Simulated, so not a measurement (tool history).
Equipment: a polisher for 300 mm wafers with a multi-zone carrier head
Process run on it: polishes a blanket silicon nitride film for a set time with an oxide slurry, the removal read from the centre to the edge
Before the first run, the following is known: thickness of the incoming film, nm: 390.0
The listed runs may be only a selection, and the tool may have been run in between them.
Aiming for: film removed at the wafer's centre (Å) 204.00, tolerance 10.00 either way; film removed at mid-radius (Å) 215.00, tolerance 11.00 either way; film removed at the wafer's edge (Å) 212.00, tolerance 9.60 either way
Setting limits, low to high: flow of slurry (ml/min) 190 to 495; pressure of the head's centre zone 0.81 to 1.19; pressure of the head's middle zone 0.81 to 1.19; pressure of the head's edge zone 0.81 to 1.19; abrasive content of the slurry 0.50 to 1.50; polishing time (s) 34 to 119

| run | hour | flow of slurry (ml/min) | pressure of the head's centre zone | pressure of the head's middle zone | pressure of the head's edge zone | abrasive content of the slurry | polishing time (s) | film removed at the wafer's centre (Å) | film removed at mid-radius (Å) | film removed at the wafer's edge (Å) |
|---|---|---|---|---|---|---|---|---|---|---|
| 1 | 0.0 | 320 | 1.00 | 1.00 | 1.00 | 1.00 | 76 | 335.35 | 335.90 | 321.25 |
| 2 | 8.0 | 320 | 0.92 | 1.00 | 1.00 | 1.00 | 76 | 305.57 | 338.40 | 323.33 |
| 3 | 13.1 | 380 | 0.92 | 1.00 | 1.00 | 1.00 | 76 | 309.59 | 344.99 | 321.75 |
| 4 | 14.9 | 380 | 0.92 | 0.98 | 0.99 | 0.85 | 72 | 285.40 | 303.07 | 291.84 |
| 5 | 17.9 | 380 | 0.91 | 0.98 | 0.98 | 0.75 | 68 | 247.20 | 274.45 | 253.82 |
| 6 | 23.2 | 380 | 0.91 | 0.98 | 0.98 | 0.95 | 68 | 283.65 | 298.98 | 283.30 |
| 7 | 30.8 | 380 | 0.89 | 0.88 | 0.92 | 0.70 | 65 | 222.00 | 233.19 | 222.76 |
| 8 | 36.2 | 370 | 0.88 | 0.86 | 0.92 | 0.70 | 65 | 214.66 | 219.40 | 224.22 |

Of the 5 settings listed for the next run, only one would bring every result within its allowed miss of target. Which one?
| A | 41.6 | 360 | 0.87 | 0.93 | 0.87 | 0.65 | 67 | ? | ? | ? |
| B | 41.6 | 495 | 1.00 | 1.00 | 0.87 | 0.65 | 60 | ? | ? | ? |
| C | 41.6 | 445 | 0.97 | 0.92 | 0.88 | 0.80 | 58 | ? | ? | ? |
| D | 41.6 | 315 | 0.85 | 0.89 | 0.88 | 0.70 | 63 | ? | ? | ? |
| E | 41.6 | 395 | 0.98 | 0.91 | 0.86 | 0.70 | 62 | ? | ? | ? |

| move | film removed at the wafer's centre (Å) | film removed at mid-radius (Å) | film removed at the wafer's edge (Å) |
|---|---|---|---|
| A | 221.56 | 238.56 | 220.58 |
| B | 226.12 | 232.31 | 200.97 |
| C | 234.08 | 229.81 | 214.85 |
| D | 209.40 | 221.48 | 214.24 |
| E | 234.40 | 226.48 | 211.91 |
A: puts the biggest miss on target and leaves a different result outside tolerance
B: moves the result that the last run missed by most past its target, out the other side
C: puts the biggest miss on target and leaves a different result outside tolerance
D: in spec on every target
E: puts the biggest miss on target and leaves a different result outside tolerance
D is the move that brings every result within its allowed miss.
